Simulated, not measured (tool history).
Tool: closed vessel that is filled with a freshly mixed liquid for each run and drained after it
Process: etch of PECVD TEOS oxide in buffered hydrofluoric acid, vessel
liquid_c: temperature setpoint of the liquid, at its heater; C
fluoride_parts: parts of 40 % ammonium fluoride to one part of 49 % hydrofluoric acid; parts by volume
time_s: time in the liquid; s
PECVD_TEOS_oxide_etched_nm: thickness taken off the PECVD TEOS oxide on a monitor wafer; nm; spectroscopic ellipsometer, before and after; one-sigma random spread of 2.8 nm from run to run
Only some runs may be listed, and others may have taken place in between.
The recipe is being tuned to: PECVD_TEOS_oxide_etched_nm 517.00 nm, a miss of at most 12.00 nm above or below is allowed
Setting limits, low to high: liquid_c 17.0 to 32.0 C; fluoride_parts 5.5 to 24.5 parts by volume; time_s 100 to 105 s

Run 1, hour 0.0: liquid_c 24.0 C, fluoride_parts 15.0 parts by volume, time_s 100 s. Result: PECVD_TEOS_oxide_etched_nm 209.49 nm.
Run 2, hour 7.6: liquid_c 24.0 C, fluoride_parts 15.0 parts by volume, time_s 100 s. Result: PECVD_TEOS_oxide_etched_nm 210.53 nm.
Run 3, hour 15.9: liquid_c 21.5 C, fluoride_parts 15.0 parts by volume, time_s 100 s. Result: PECVD_TEOS_oxide_etched_nm 183.51 nm.
Run 4, hour 19.1: liquid_c 21.5 C, fluoride_parts 15.0 parts by volume, time_s 105 s. Result: PECVD_TEOS_oxide_etched_nm 193.13 nm.
Run 5, hour 21.6: liquid_c 21.5 C, fluoride_parts 15.0 parts by volume, time_s 100 s. Result: PECVD_TEOS_oxide_etched_nm 181.85 nm.
Run 6, hour 25.0: liquid_c 22.5 C, fluoride_parts 14.5 parts by volume, time_s 100 s. Result: PECVD_TEOS_oxide_etched_nm 201.12 nm.
Run 7, hour 32.1: liquid_c 23.5 C, fluoride_parts 14.0 parts by volume, time_s 100 s. Result: PECVD_TEOS_oxide_etched_nm 219.48 nm.
Run 8, hour 35.9: liquid_c 24.5 C, fluoride_parts 13.5 parts by volume, time_s 100 s. Result: PECVD_TEOS_oxide_etched_nm 238.84 nm.
Run 9, hour 41.2: liquid_c 25.5 C, fluoride_parts 13.0 parts by volume, time_s 100 s. Result: PECVD_TEOS_oxide_etched_nm 262.57 nm.
Run 10, hour 43.9: liquid_c 26.0 C, fluoride_parts 12.5 parts by volume, time_s 100 s. Result: PECVD_TEOS_oxide_etched_nm 279.49 nm.
Run 11, hour 47.4: liquid_c 26.5 C, fluoride_parts 12.0 parts by volume, time_s 100 s. Result: PECVD_TEOS_oxide_etched_nm 298.44 nm.
Run 12, hour 55.7: liquid_c 27.0 C, fluoride_parts 11.5 parts by volume, time_s 100 s. Result: PECVD_TEOS_oxide_etched_nm 319.83 nm.
Run 13, hour 64.8: liquid_c 27.5 C, fluoride_parts 11.0 parts by volume, time_s 100 s. Result: PECVD_TEOS_oxide_etched_nm 343.71 nm.
Run 14, hour 66.3: liquid_c 28.0 C, fluoride_parts 11.0 parts by volume, time_s 100 s. Result: PECVD_TEOS_oxide_etched_nm 355.94 nm.
Run 15, hour 67.3: liquid_c 28.5 C, fluoride_parts 11.0 parts by volume, time_s 100 s. Result: PECVD_TEOS_oxide_etched_nm 361.15 nm.
Run 16, hour 68.6: liquid_c 29.0 C, fluoride_parts 11.0 parts by volume, time_s 100 s. Result: PECVD_TEOS_oxide_etched_nm 372.42 nm.
Run 17, hour 74.5: liquid_c 29.5 C, fluoride_parts 11.0 parts by volume, time_s 100 s. Result: PECVD_TEOS_oxide_etched_nm 376.31 nm.
Run 18, hour 77.4: liquid_c 29.5 C, fluoride_parts 10.5 parts by volume, time_s 100 s. Result: PECVD_TEOS_oxide_etched_nm 401.61 nm.
At hour 86.6: thermometer replaced.
Run 19, hour 86.6: liquid_c 30.0 C, fluoride_parts 10.5 parts by volume, time_s 100 s. Result: PECVD_TEOS_oxide_etched_nm 364.48 nm.
Run 20, hour 92.0: liquid_c 31.5 C, fluoride_parts 5.5 parts by volume, time_s 100 s. Result: PECVD_TEOS_oxide_etched_nm 707.76 nm.

5 candidate next runs follow, results not yet known. Just one meets every target within its allowed miss. Identify it.
Run A, hour 97.4: liquid_c 28.0 C, fluoride_parts 6.5 parts by volume, time_s 100 s. Result: PECVD_TEOS_oxide_etched_nm ?.
Run B, hour 97.4: liquid_c 29.5 C, fluoride_parts 7.5 parts by volume, time_s 100 s. Result: PECVD_TEOS_oxide_etched_nm ?.
Run C, hour 97.4: liquid_c 31.5 C, fluoride_parts 8.0 parts by volume, time_s 100 s. Result: PECVD_TEOS_oxide_etched_nm ?.
Run D, hour 97.4: liquid_c 32.0 C, fluoride_parts 7.5 parts by volume, time_s 100 s. Result: PECVD_TEOS_oxide_etched_nm ?.
Run E, hour 97.4: liquid_c 31.0 C, fluoride_parts 8.0 parts by volume, time_s 100 s. Result: PECVD_TEOS_oxide_etched_nm ?.

move  PECVD_TEOS_oxide_etched_nm
   A                      514.50
   B                      484.81
   C                      501.93
   D                      552.27
   E                      489.06
A: in spec on every target
B: pushes the last run's worst result past its target
C: pushes the last run's worst result past its target
D: better than the last run, though not everything is in spec
E: pushes the last run's worst result past its target
A meets every target.
